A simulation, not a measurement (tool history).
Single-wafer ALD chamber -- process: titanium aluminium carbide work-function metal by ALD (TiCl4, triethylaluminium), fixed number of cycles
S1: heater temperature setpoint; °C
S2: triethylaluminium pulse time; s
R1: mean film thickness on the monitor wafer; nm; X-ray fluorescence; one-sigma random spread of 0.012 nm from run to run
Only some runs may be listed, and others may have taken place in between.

{"run": 1, "hour": 0.0, "S1": 310, "S2": 8.9, "R1": 1.8273}
{"run": 2, "hour": 3.0, "S1": 310, "S2": 6.41, "R1": 1.7601}
{"run": 3, "hour": 4.5, "S1": 315, "S2": 7.33, "R1": 1.8451}
{"run": 4, "hour": 9.2, "S1": 318, "S2": 7.62, "R1": 1.8746}
{"run": 5, "hour": 14.3, "S1": 313, "S2": 7.62, "R1": 1.8064}
{"run": 6, "hour": 20.6, "S1": 320, "S2": 7.62, "R1": 1.8803}

Run 7 is up next; what results do you expect?
{"run": 7, "hour": 22.9, "S1": 323, "S2": 8.04, "R1": "?"}

Run 7 gave R1 1.9223 nm.
